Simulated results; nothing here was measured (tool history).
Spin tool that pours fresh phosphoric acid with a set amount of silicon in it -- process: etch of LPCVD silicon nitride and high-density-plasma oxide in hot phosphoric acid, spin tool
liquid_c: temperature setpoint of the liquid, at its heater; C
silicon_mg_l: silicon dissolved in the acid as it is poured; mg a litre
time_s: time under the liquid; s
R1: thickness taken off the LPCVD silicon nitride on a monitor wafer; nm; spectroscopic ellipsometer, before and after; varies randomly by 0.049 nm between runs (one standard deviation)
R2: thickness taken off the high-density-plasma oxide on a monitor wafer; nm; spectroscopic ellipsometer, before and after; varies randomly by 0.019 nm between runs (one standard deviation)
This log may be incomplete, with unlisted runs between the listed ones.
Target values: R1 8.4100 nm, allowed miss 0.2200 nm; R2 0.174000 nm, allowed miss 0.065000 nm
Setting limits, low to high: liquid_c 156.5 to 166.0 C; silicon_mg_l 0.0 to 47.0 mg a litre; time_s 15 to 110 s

Run 1, hour 0.0: liquid_c 161.0 C, silicon_mg_l 20.5 mg a litre, time_s 55 s. Result: R1 4.9374 nm, R2 0.234620 nm.
Run 2, hour 2.4: liquid_c 160.0 C, silicon_mg_l 20.5 mg a litre, time_s 55 s. Result: R1 4.7682 nm, R2 0.247690 nm.
Run 3, hour 4.5: liquid_c 160.5 C, silicon_mg_l 23.5 mg a litre, time_s 60 s. Result: R1 5.2616 nm, R2 0.189620 nm.
Run 4, hour 11.5: liquid_c 160.5 C, silicon_mg_l 23.5 mg a litre, time_s 45 s. Result: R1 3.9653 nm, R2 0.182250 nm.
Run 5, hour 18.3: liquid_c 160.5 C, silicon_mg_l 23.5 mg a litre, time_s 35 s. Result: R1 3.0543 nm, R2 0.128800 nm.
Run 6, hour 24.3: liquid_c 160.5 C, silicon_mg_l 23.5 mg a litre, time_s 25 s. Result: R1 2.2192 nm, R2 0.112550 nm.
Run 7, hour 27.9: liquid_c 161.0 C, silicon_mg_l 25.5 mg a litre, time_s 30 s. Result: R1 2.7128 nm, R2 0.097377 nm.
Run 8, hour 29.0: liquid_c 161.5 C, silicon_mg_l 25.5 mg a litre, time_s 35 s. Result: R1 3.1905 nm, R2 0.148640 nm.

Exactly one of the 5 candidate moves below puts every result within its allowed miss. Which one?
Run A, hour 30.1: liquid_c 162.5 C, silicon_mg_l 42.0 mg a litre, time_s 75 s. Result: R1 ?, R2 ?.
Run B, hour 30.1: liquid_c 158.5 C, silicon_mg_l 38.5 mg a litre, time_s 95 s. Result: R1 ?, R2 ?.
Run C, hour 30.1: liquid_c 160.5 C, silicon_mg_l 38.5 mg a litre, time_s 70 s. Result: R1 ?, R2 ?.
Run D, hour 30.1: liquid_c 162.5 C, silicon_mg_l 15.5 mg a litre, time_s 85 s. Result: R1 ?, R2 ?.
Run E, hour 30.1: liquid_c 162.0 C, silicon_mg_l 41.5 mg a litre, time_s 90 s. Result: R1 ?, R2 ?.

move      R1        R2
   A  7.1101  0.147560
   B  7.8764  0.176500
   C  6.2079  0.150880
   D  8.0581  0.508130
   E  8.3915  0.177260
A: gains on the last run, yet a result remains outside its allowed miss
B: gains on the last run, yet a result remains outside its allowed miss
C: gains on the last run, yet a result remains outside its allowed miss
D: gains on the last run, yet a result remains outside its allowed miss
E: in spec on every target
The move that meets every target is E.

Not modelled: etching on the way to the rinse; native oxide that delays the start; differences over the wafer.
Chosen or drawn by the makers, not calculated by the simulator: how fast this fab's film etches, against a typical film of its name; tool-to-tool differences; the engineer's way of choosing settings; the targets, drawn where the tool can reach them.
